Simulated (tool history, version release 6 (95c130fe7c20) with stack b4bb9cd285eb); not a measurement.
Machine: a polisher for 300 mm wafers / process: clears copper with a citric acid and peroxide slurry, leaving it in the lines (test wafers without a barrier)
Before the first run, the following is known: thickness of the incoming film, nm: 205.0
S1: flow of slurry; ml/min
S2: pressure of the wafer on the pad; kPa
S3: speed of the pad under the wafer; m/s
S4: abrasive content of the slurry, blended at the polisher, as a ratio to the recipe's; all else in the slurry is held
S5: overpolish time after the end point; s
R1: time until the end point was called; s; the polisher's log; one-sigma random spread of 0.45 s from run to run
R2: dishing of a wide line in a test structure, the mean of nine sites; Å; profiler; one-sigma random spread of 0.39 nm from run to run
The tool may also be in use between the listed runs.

Run 1, day 0.000: S1 155 ml/min, S2 22.8 kPa, S3 1.12 m/s, S4 1.00, S5 16 s. Result: R1 72.059 s, R2 234.56 Å.
Run 2, day 0.371: S1 155 ml/min, S2 22.8 kPa, S3 1.26 m/s, S4 1.00, S5 16 s. Result: R1 64.205 s, R2 259.77 Å.
Run 3, day 0.492: S1 155 ml/min, S2 22.8 kPa, S3 1.26 m/s, S4 1.15, S5 16 s. Result: R1 61.961 s, R2 263.93 Å.
Run 4, day 0.542: S1 180 ml/min, S2 22.8 kPa, S3 1.26 m/s, S4 1.15, S5 16 s. Result: R1 60.734 s, R2 267.79 Å.
Run 5, day 0.750: S1 220 ml/min, S2 22.8 kPa, S3 1.26 m/s, S4 1.15, S5 16 s. Result: R1 60.403 s, R2 275.97 Å.
Run 6, day 1.125: S1 220 ml/min, S2 22.8 kPa, S3 1.26 m/s, S4 1.15, S5 10 s. Result: R1 59.747 s, R2 194.14 Å.
Run 7, day 1.325: S1 220 ml/min, S2 24.8 kPa, S3 1.26 m/s, S4 1.15, S5 10 s. Result: R1 55.209 s, R2 199.01 Å.
Run 8, day 1.638: S1 220 ml/min, S2 26.2 kPa, S3 1.26 m/s, S4 1.15, S5 10 s. Result: R1 54.027 s, R2 209.63 Å.
Run 9, day 1.767: S1 220 ml/min, S2 28.3 kPa, S3 1.26 m/s, S4 1.15, S5 10 s. Result: R1 50.438 s, R2 221.03 Å.
Run 10, day 1.917: S1 220 ml/min, S2 29.6 kPa, S3 1.26 m/s, S4 1.15, S5 10 s. Result: R1 48.800 s, R2 231.01 Å.
Run 11, day 1.971: S1 220 ml/min, S2 31.0 kPa, S3 1.26 m/s, S4 1.15, S5 9 s. Result: R1 46.297 s, R2 213.04 Å.

The next listed run, before its measurement:
Run 12, day 2.042: S1 220 ml/min, S2 31.7 kPa, S3 1.26 m/s, S4 1.15, S5 9 s. Result: R1 ?, R2 ?.

Run 12 yielded R1 46.878 s, R2 220.34 Å.

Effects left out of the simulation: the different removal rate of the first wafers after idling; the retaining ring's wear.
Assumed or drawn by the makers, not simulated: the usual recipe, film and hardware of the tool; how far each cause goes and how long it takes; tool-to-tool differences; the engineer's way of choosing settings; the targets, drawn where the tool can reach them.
